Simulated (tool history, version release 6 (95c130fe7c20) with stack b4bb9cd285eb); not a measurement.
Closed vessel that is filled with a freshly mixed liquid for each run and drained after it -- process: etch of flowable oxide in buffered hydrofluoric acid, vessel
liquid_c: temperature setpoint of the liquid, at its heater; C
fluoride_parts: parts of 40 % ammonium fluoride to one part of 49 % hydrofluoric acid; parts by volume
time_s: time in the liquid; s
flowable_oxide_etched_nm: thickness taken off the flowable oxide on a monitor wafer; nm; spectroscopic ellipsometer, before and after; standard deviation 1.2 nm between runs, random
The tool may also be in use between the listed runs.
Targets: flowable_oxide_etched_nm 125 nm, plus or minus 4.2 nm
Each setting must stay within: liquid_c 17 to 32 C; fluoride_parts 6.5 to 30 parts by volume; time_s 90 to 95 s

| run | day | liquid_c | fluoride_parts | time_s | flowable_oxide_etched_nm |
|---|---|---|---|---|---|
| 1 | 0 | 24 | 18.5 | 90 | 175.9 |
| 2 | 0.258 | 27 | 18.5 | 90 | 214.01 |
| 3 | 0.446 | 23.5 | 18.5 | 90 | 173.67 |
| 4 | 0.683 | 25 | 18.5 | 90 | 187.86 |
| 5 | 0.854 | 23 | 18.5 | 90 | 171.94 |
| 6 | 1.204 | 21.5 | 18.5 | 90 | 160.37 |
| 7 | 1.271 | 20.5 | 19 | 90 | 146.91 |
| 8 | 1.375 | 19.5 | 19 | 90 | 133.15 |
| 9 | 1.471 | 19 | 19 | 90 | 130.81 |

Next run, 4 choices. One meets every target within its allowed miss, the rest don't. Which?
| A | 1.567 | 19 | 22 | 95 | ? |
| B | 1.567 | 17 | 17 | 90 | ? |
| C | 1.567 | 17.5 | 16 | 90 | ? |
| D | 1.567 | 19 | 19 | 95 | ? |

| move | flowable_oxide_etched_nm |
|---|---|
| A | 125 |
| B | 132.53 |
| C | 144.78 |
| D | 140.44 |
A: every result within its allowed miss
B: misses by more than the last run did
C: misses by more than the last run did
D: misses by more than the last run did
A is the move that brings every result within its allowed miss.

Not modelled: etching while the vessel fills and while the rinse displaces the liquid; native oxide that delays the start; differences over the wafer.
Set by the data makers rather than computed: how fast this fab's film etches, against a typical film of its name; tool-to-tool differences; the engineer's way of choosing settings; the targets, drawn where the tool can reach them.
